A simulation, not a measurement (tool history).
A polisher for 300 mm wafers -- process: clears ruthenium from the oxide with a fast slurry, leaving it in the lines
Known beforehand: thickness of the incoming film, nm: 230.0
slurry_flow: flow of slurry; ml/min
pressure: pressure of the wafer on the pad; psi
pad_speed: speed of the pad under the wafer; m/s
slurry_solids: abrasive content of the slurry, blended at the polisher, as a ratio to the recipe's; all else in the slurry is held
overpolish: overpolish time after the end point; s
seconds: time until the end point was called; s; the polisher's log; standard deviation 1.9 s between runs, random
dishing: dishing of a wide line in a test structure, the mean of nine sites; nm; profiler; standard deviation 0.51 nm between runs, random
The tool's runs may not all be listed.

run  hour  slurry_flow  pressure  pad_speed  slurry_solids  overpolish  seconds  dishing
  1   0.0          185       2.9       0.86           1.00          27   60.939   55.286
  2   3.4          230       2.9       0.86           1.00          27   58.223   57.276
  3   8.1          225       2.5       0.78           1.00          27   72.762   51.360
  4  15.4          220       2.2       0.72           1.00          26   86.716   44.244
  5  22.4          220       2.2       0.72           1.00          21   86.983   37.653
  6  27.1          220       2.2       0.72           0.85          21   92.497   37.057
  7  29.0          215       2.0       0.70           0.85          22  100.910   34.477
  8  32.0          210       1.8       0.66           0.85          24  113.540   33.627
  9  38.2          210       1.8       0.66           0.85          24  114.330   32.755
 10  46.9          200       1.3       0.60           0.85          30  153.300   31.533

Run 11 is up next; what results do you expect?
 11  49.1          205       1.3       0.60           0.85          30        ?        ?

seconds: 154.700 s
dishing: 31.112 nm

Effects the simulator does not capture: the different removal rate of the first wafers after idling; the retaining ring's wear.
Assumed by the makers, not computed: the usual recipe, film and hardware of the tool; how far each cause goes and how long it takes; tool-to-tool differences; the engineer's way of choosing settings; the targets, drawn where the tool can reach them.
